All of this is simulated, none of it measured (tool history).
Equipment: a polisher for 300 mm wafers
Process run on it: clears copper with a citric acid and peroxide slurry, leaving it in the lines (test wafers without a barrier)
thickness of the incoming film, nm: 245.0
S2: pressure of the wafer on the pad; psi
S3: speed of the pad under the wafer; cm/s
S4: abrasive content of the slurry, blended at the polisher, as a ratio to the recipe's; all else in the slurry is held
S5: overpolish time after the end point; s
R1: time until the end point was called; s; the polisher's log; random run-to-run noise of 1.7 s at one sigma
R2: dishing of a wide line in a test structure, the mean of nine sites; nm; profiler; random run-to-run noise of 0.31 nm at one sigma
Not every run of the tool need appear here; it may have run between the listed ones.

run 1 hour=0 | flow_of_slurry_(ml/min)=300 S2=2.4 S3=112 S4=1 S5=20 | R1=109.79 R2=29.528
run 2 hour=1.6 | flow_of_slurry_(ml/min)=300 S2=2.4 S3=112 S4=0.85 S5=20 | R1=113 R2=27.851
run 3 hour=8 | flow_of_slurry_(ml/min)=300 S2=2.3 S3=112 S4=0.85 S5=20 | R1=117.22 R2=27.642
run 4 hour=12 | flow_of_slurry_(ml/min)=300 S2=2.3 S3=122 S4=0.85 S5=20 | R1=104.76 R2=29.297
run 5 hour=14.2 | flow_of_slurry_(ml/min)=300 S2=2.1 S3=122 S4=0.85 S5=20 | R1=115.37 R2=27.471
run 6 hour=19.2 | flow_of_slurry_(ml/min)=300 S2=2 S3=122 S4=0.85 S5=20 | R1=120.69 R2=27.304

Run 7 has not been measured yet. What should we expect?
run 7 hour=21.9 | flow_of_slurry_(ml/min)=300 S2=1.9 S3=122 S4=0.85 S5=20 | R1=? R2=?

For run 7 the tool returned R1 125.01 s, R2 25.607 nm.
